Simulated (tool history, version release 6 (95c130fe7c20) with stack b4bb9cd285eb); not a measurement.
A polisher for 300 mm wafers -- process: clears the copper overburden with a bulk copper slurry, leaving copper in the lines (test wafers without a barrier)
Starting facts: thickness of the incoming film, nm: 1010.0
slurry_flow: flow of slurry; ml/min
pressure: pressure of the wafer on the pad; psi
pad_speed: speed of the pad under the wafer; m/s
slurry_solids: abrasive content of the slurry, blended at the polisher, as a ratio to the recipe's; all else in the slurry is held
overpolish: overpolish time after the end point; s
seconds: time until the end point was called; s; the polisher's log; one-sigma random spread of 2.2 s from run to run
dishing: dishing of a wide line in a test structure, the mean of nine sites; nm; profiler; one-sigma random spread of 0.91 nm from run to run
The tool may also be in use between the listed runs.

run,hour,slurry_flow,pressure,pad_speed,slurry_solids,overpolish,seconds,dishing
1,0.0,135,2.9,1.32,1.0,21,101.680,99.433
2,5.2,135,2.9,1.04,1.0,21,117.310,94.456
3,11.1,135,2.9,1.38,1.0,21,94.959,99.101
4,19.3,130,2.5,1.48,1.0,16,103.180,83.669
5,24.6,130,2.5,1.48,1.0,12,100.560,67.306
6,29.3,130,2.3,1.48,1.0,10,112.720,56.970
7,32.0,130,2.2,1.48,1.0,9,108.770,48.159
8,40.4,125,2.1,1.46,1.0,10,115.600,52.601
9,44.7,125,2.0,1.46,1.0,10,118.560,51.787

Estimate the outcome of run 10 from the log above:
10,52.7,125,1.9,1.46,1.0,10,?,?

Run 10 produced seconds 120.650 s, dishing 51.834 nm.

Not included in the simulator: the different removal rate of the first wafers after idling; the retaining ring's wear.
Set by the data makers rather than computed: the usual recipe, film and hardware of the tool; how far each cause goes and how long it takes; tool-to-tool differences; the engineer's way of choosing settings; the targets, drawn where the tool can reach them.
